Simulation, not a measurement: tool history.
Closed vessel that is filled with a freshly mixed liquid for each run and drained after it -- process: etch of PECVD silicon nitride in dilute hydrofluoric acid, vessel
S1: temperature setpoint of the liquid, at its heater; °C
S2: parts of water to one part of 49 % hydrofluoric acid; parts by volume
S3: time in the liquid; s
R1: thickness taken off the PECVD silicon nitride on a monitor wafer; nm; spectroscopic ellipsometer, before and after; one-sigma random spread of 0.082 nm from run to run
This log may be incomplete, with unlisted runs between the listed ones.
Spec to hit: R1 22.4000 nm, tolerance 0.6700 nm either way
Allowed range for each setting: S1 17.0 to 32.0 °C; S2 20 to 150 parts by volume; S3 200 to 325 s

run	hour	S1	S2	S3	R1
1	0.0	24.0	85	325	15.9560
2	1.3	25.5	85	325	17.6120
3	9.9	22.5	85	325	14.4430
4	14.4	22.5	85	200	8.8498
5	16.1	24.5	85	200	10.1070
# hour 19.1: thermometer replaced
6	19.1	24.5	85	200	8.6323
7	24.0	25.0	65	215	12.4940
8	25.3	27.0	55	215	16.8100

Which one of the following 5 next-run settings gets every result inside its allowed miss? There is exactly one.
A	26.6	29.0	40	200	?
B	26.6	20.0	35	295	?
C	26.6	25.0	90	315	?
D	26.6	27.5	70	325	?
E	26.6	27.5	50	275	?

move	R1
A	24.3520
B	22.2570
C	13.2550
D	20.6540
E	24.3710
A: pushes the last run's worst result past its target
B: all results in spec
C: its largest miss is bigger than the last run's
D: gains on the last run, yet a result remains outside its allowed miss
E: pushes the last run's worst result past its target
The move that meets every target is B.

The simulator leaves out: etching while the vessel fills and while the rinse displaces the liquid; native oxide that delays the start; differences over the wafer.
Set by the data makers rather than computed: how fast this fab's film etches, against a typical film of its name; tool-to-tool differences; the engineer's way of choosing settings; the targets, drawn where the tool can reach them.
